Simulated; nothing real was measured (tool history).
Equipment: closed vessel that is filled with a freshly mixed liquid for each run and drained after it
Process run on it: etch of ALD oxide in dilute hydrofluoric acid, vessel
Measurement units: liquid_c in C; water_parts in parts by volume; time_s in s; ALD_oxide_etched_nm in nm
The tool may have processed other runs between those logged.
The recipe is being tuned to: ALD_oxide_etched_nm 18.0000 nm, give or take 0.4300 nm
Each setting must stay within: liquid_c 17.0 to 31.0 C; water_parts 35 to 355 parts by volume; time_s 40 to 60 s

Run 1, hour 0.0: liquid_c 23.0 C, water_parts 195 parts by volume, time_s 60 s. Result: ALD_oxide_etched_nm 4.8653 nm.
Run 2, hour 1.2: liquid_c 23.0 C, water_parts 195 parts by volume, time_s 40 s. Result: ALD_oxide_etched_nm 3.2767 nm.
Run 3, hour 7.8: liquid_c 24.5 C, water_parts 170 parts by volume, time_s 45 s. Result: ALD_oxide_etched_nm 4.5726 nm.
Run 4, hour 15.6: liquid_c 22.0 C, water_parts 170 parts by volume, time_s 45 s. Result: ALD_oxide_etched_nm 4.1121 nm.
Run 5, hour 19.4: liquid_c 22.0 C, water_parts 170 parts by volume, time_s 40 s. Result: ALD_oxide_etched_nm 3.7034 nm.
Run 6, hour 27.7: liquid_c 22.0 C, water_parts 170 parts by volume, time_s 60 s. Result: ALD_oxide_etched_nm 5.4735 nm.
Run 7, hour 31.8: liquid_c 23.5 C, water_parts 150 parts by volume, time_s 60 s. Result: ALD_oxide_etched_nm 6.7577 nm.
Run 8, hour 36.7: liquid_c 24.5 C, water_parts 140 parts by volume, time_s 60 s. Result: ALD_oxide_etched_nm 7.5539 nm.
Run 9, hour 40.2: liquid_c 25.5 C, water_parts 130 parts by volume, time_s 60 s. Result: ALD_oxide_etched_nm 8.6442 nm.
Run 10, hour 42.7: liquid_c 29.5 C, water_parts 50 parts by volume, time_s 60 s. Result: ALD_oxide_etched_nm 29.4220 nm.
Run 11, hour 44.7: liquid_c 28.5 C, water_parts 50 parts by volume, time_s 60 s. Result: ALD_oxide_etched_nm 27.7470 nm.
Run 12, hour 49.5: liquid_c 24.5 C, water_parts 55 parts by volume, time_s 60 s. Result: ALD_oxide_etched_nm 21.3750 nm.
Run 13, hour 55.0: liquid_c 24.0 C, water_parts 55 parts by volume, time_s 60 s. Result: ALD_oxide_etched_nm 21.0630 nm.
Run 14, hour 62.7: liquid_c 23.5 C, water_parts 55 parts by volume, time_s 60 s. Result: ALD_oxide_etched_nm 20.7170 nm.
Run 15, hour 70.3: liquid_c 23.0 C, water_parts 55 parts by volume, time_s 60 s. Result: ALD_oxide_etched_nm 20.2270 nm.
Run 16, hour 72.2: liquid_c 22.5 C, water_parts 55 parts by volume, time_s 60 s. Result: ALD_oxide_etched_nm 19.8160 nm.
Run 17, hour 78.3: liquid_c 22.0 C, water_parts 55 parts by volume, time_s 60 s. Result: ALD_oxide_etched_nm 19.6340 nm.
Run 18, hour 85.9: liquid_c 21.5 C, water_parts 55 parts by volume, time_s 60 s. Result: ALD_oxide_etched_nm 19.0840 nm.

Which one of the following 4 next-run settings gets every result inside its allowed miss? There is exactly one.
Run A, hour 93.5: liquid_c 20.0 C, water_parts 55 parts by volume, time_s 60 s. Result: ALD_oxide_etched_nm ?.
Run B, hour 93.5: liquid_c 21.0 C, water_parts 50 parts by volume, time_s 60 s. Result: ALD_oxide_etched_nm ?.
Run C, hour 93.5: liquid_c 17.5 C, water_parts 45 parts by volume, time_s 60 s. Result: ALD_oxide_etched_nm ?.
Run D, hour 93.5: liquid_c 18.0 C, water_parts 45 parts by volume, time_s 60 s. Result: ALD_oxide_etched_nm ?.

move  ALD_oxide_etched_nm
   A              17.8780
   B              20.6390
   C              19.8590
   D              20.2940
A: each result inside its tolerance
B: moves away from the targets compared with the last run
C: moves away from the targets compared with the last run
D: moves away from the targets compared with the last run
The right move is A.
